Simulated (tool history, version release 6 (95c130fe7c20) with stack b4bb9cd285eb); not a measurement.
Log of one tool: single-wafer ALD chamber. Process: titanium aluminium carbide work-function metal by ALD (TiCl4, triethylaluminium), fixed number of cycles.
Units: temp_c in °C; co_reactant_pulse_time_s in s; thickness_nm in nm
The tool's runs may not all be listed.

{"run": 1, "hour": 0.0, "temp_c": 315, "co_reactant_pulse_time_s": 13.37, "thickness_nm": 1.9691}
{"run": 2, "hour": 5.9, "temp_c": 323, "co_reactant_pulse_time_s": 13.37, "thickness_nm": 2.0207}
{"run": 3, "hour": 9.4, "temp_c": 330, "co_reactant_pulse_time_s": 13.37, "thickness_nm": 2.1044}
{"run": 4, "hour": 14.4, "temp_c": 321, "co_reactant_pulse_time_s": 13.37, "thickness_nm": 2.0289}
{"run": 5, "hour": 20.4, "temp_c": 321, "co_reactant_pulse_time_s": 11.49, "thickness_nm": 1.99}
{"run": 6, "hour": 25.0, "temp_c": 321, "co_reactant_pulse_time_s": 9.64, "thickness_nm": 1.9674}

Run 7 comes next. What will it give?
{"run": 7, "hour": 30.7, "temp_c": 315, "co_reactant_pulse_time_s": 8.69, "thickness_nm": "?"}

{"run 7": {"thickness_nm": 1.8938}}
